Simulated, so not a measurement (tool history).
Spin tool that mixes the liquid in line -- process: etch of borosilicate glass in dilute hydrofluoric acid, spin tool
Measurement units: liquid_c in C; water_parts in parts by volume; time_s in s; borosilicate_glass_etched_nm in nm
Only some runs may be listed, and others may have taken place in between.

{"run": 1, "day": 0.0, "liquid_c": 21, "water_parts": 45, "time_s": 50, "borosilicate_glass_etched_nm": 38.16}
{"run": 2, "day": 0.025, "liquid_c": 21, "water_parts": 45, "time_s": 55, "borosilicate_glass_etched_nm": 41.9}
{"run": 3, "day": 0.3, "liquid_c": 23.5, "water_parts": 40, "time_s": 55, "borosilicate_glass_etched_nm": 51.452}
{"run": 4, "day": 0.35, "liquid_c": 25.5, "water_parts": 40, "time_s": 55, "borosilicate_glass_etched_nm": 56.593}
{"run": 5, "day": 0.65, "liquid_c": 26.5, "water_parts": 35, "time_s": 55, "borosilicate_glass_etched_nm": 67.106}
{"run": 6, "day": 0.988, "liquid_c": 26.5, "water_parts": 35, "time_s": 50, "borosilicate_glass_etched_nm": 60.557}
{"run": 7, "day": 1.271, "liquid_c": 27, "water_parts": 35, "time_s": 50, "borosilicate_glass_etched_nm": 62.408}

What will run 8 give?
{"run": 8, "day": 1.354, "liquid_c": 27, "water_parts": 35, "time_s": 50, "borosilicate_glass_etched_nm": "?"}

{"run 8": {"borosilicate_glass_etched_nm": 62.285}}
